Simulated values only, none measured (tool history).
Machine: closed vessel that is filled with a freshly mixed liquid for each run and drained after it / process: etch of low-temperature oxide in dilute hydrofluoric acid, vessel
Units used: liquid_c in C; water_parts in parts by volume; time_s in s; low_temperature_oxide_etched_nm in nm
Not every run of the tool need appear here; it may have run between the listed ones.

| run | day | liquid_c | water_parts | time_s | low_temperature_oxide_etched_nm |
|---|---|---|---|---|---|
| 1 | 0.000 | 23.0 | 190 | 120 | 12.771 |
| 2 | 0.146 | 24.0 | 180 | 120 | 14.262 |
| 3 | 0.475 | 26.0 | 180 | 120 | 15.225 |
| 4 | 0.512 | 26.5 | 170 | 120 | 16.694 |
| 5 | 0.579 | 27.0 | 160 | 120 | 18.213 |
| 6 | 0.912 | 27.0 | 135 | 120 | 22.331 |
| 7 | 1.054 | 27.5 | 130 | 120 | 23.905 |
| 8 | 1.433 | 28.0 | 130 | 120 | 24.034 |

Run 9 has not been measured yet. What should we expect?
| 9 | 1.654 | 28.5 | 125 | 120 | ? |

{"run 9": {"low_temperature_oxide_etched_nm": 26.099}}
